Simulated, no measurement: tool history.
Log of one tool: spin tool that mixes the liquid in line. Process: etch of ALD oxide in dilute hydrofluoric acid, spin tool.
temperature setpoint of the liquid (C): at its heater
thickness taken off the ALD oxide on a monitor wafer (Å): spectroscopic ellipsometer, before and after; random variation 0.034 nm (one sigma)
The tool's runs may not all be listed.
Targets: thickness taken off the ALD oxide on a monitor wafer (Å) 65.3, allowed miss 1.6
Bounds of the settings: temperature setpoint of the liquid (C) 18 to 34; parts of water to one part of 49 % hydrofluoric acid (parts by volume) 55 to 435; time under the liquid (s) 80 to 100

| run | day | temperature setpoint of the liquid (C) | parts of water to one part of 49 % hydrofluoric acid (parts by volume) | time under the liquid (s) | thickness taken off the ALD oxide on a monitor wafer (Å) |
|---|---|---|---|---|---|
| 1 | 0 | 26 | 245 | 100 | 81.115 |
| 2 | 0.212 | 24 | 245 | 100 | 76.348 |
| 3 | 0.296 | 24 | 305 | 100 | 57.23 |
| 4 | 0.558 | 24 | 365 | 100 | 45.407 |
| 5 | 0.733 | 24 | 290 | 100 | 60.946 |
| 6 | 0.779 | 24 | 225 | 100 | 84.918 |
| 7 | 0.871 | 22 | 235 | 100 | 74.754 |
| 8 | 0.929 | 21 | 235 | 100 | 71.274 |

Which of these 5 next moves meets every target?
| A | 0.988 | 21 | 270 | 100 | ? |
| B | 0.988 | 27.5 | 315 | 100 | ? |
| C | 0.988 | 22.5 | 265 | 100 | ? |
| D | 0.988 | 18 | 245 | 100 | ? |
| E | 0.988 | 20.5 | 260 | 100 | ? |

| move | thickness taken off the ALD oxide on a monitor wafer (Å) |
|---|---|
| A | 60.099 |
| B | 61.784 |
| C | 64.978 |
| D | 60.541 |
| E | 61.847 |
A: takes the result that was furthest off past its target
B: takes the result that was furthest off past its target
C: meets every target
D: takes the result that was furthest off past its target
E: takes the result that was furthest off past its target
The right move is C.

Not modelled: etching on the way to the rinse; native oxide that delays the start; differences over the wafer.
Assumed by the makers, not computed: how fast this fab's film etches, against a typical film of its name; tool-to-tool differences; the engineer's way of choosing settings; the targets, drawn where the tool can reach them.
